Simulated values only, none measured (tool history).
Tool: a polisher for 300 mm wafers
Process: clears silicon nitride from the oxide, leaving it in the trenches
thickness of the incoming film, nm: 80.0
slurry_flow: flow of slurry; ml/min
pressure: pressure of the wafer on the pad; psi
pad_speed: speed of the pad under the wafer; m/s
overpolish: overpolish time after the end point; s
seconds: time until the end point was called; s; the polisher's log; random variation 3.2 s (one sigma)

run  hour  slurry_flow  pressure  pad_speed  overpolish  seconds
  1   0.0          220       2.0       0.76          48   153.59
  2   0.8          220       2.0       0.94          48   126.63
  3   6.7          220       1.5       0.94          48   161.14
  4   9.8          220       1.5       0.94          48   160.37
  5  10.6          220       1.0       0.94          48   221.51
  6  11.5          190       1.0       0.94          48   227.99
  7  15.1          185       1.0       0.92          48   232.76

Forecast run 8:
  8  20.9          180       1.0       0.90          48        ?

Run 8 gave seconds 239.77 s.

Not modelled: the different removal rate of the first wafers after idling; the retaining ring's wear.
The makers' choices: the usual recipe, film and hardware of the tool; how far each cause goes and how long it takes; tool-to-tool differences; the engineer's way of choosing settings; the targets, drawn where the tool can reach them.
